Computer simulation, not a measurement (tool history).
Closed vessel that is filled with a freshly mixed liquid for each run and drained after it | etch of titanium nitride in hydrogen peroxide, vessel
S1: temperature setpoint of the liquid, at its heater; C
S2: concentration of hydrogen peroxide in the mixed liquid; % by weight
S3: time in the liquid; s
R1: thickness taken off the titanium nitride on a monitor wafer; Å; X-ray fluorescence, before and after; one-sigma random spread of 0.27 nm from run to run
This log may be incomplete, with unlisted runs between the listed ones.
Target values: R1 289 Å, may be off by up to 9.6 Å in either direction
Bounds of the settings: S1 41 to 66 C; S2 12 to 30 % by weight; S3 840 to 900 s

run  hour    S1    S2   S3      R1
  1     0    57    21  840  437.64
  2   4.6    56    21  840  397.68
  3   9.6  60.5    21  840  539.26
  4  13.7    59    21  840  483.74
  5  21.5    66    21  840  795.31
  6  22.5  63.5    21  840  665.31
  7  26.5  61.5    21  840  579.69
  8  28.2    60    21  840  524.49
  9  34.4  58.5    21  840   480.5
 10  35.5  57.5    21  840  446.25
 11  38.1  56.5    21  840  418.73
 12  44.2    50  20.5  840  262.94

Which of these 5 next moves meets every target?
  A  50.3  47.5  19.5  900   ?
  B  50.3  46.5    27  900   ?
  C  50.3    49  20.5  840   ?
  D  50.3  49.5  21.5  840   ?
  E  50.3    51  23.5  840   ?

move      R1
   A  229.31
   B   228.6
   C  241.37
   D  252.86
   E  287.22
A: its largest miss is bigger than the last run's
B: its largest miss is bigger than the last run's
C: its largest miss is bigger than the last run's
D: its largest miss is bigger than the last run's
E: meets every target
The move that meets every target is E.
